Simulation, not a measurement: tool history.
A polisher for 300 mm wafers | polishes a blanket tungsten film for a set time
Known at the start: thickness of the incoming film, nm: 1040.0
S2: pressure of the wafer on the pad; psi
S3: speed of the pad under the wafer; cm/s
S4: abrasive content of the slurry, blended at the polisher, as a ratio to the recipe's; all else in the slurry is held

{"run": 1, "day": 0.0, "flow of slurry (ml/min)": 275, "S2": 4.2, "S3": 104, "S4": 1, "polishing time (s)": 40, "film removed (nm)": 215.67}
{"run": 2, "day": 0.258, "flow of slurry (ml/min)": 275, "S2": 4.7, "S3": 104, "S4": 1, "polishing time (s)": 40, "film removed (nm)": 237.03}
{"run": 3, "day": 0.604, "flow of slurry (ml/min)": 275, "S2": 5.5, "S3": 104, "S4": 1, "polishing time (s)": 40, "film removed (nm)": 268.02}
{"run": 4, "day": 0.771, "flow of slurry (ml/min)": 275, "S2": 5.2, "S3": 104, "S4": 1, "polishing time (s)": 40, "film removed (nm)": 255.06}
{"run": 5, "day": 0.979, "flow of slurry (ml/min)": 275, "S2": 5.2, "S3": 104, "S4": 1, "polishing time (s)": 36, "film removed (nm)": 229.52}
{"run": 6, "day": 1.038, "flow of slurry (ml/min)": 275, "S2": 5.2, "S3": 104, "S4": 0.9, "polishing time (s)": 36, "film removed (nm)": 223.76}
{"run": 7, "day": 1.129, "flow of slurry (ml/min)": 275, "S2": 5, "S3": 104, "S4": 0.9, "polishing time (s)": 36, "film removed (nm)": 218.96}
{"run": 8, "day": 1.325, "flow of slurry (ml/min)": 275, "S2": 4.8, "S3": 104, "S4": 0.9, "polishing time (s)": 36, "film removed (nm)": 214.07}
{"run": 9, "day": 1.608, "flow of slurry (ml/min)": 275, "S2": 4.6, "S3": 104, "S4": 0.9, "polishing time (s)": 36, "film removed (nm)": 206.58}
{"run": 10, "day": 1.929, "flow of slurry (ml/min)": 275, "S2": 4.4, "S3": 104, "S4": 0.9, "polishing time (s)": 36, "film removed (nm)": 197.93}
{"run": 11, "day": 2.0, "flow of slurry (ml/min)": 275, "S2": 4.4, "S3": 104, "S4": 0.9, "polishing time (s)": 36, "film removed (nm)": 195.87}
{"run": 12, "day": 2.304, "flow of slurry (ml/min)": 275, "S2": 4.3, "S3": 104, "S4": 0.9, "polishing time (s)": 36, "film removed (nm)": 194.21}
{"run": 13, "day": 2.433, "flow of slurry (ml/min)": 275, "S2": 4.2, "S3": 104, "S4": 0.9, "polishing time (s)": 36, "film removed (nm)": 186.94}
{"run": 14, "day": 2.633, "flow of slurry (ml/min)": 275, "S2": 4.1, "S3": 104, "S4": 0.9, "polishing time (s)": 36, "film removed (nm)": 185.89}

The next listed run, before its measurement:
{"run": 15, "day": 2.829, "flow of slurry (ml/min)": 275, "S2": 4, "S3": 104, "S4": 0.9, "polishing time (s)": 36, "film removed (nm)": "?"}

film removed (nm): 182.84
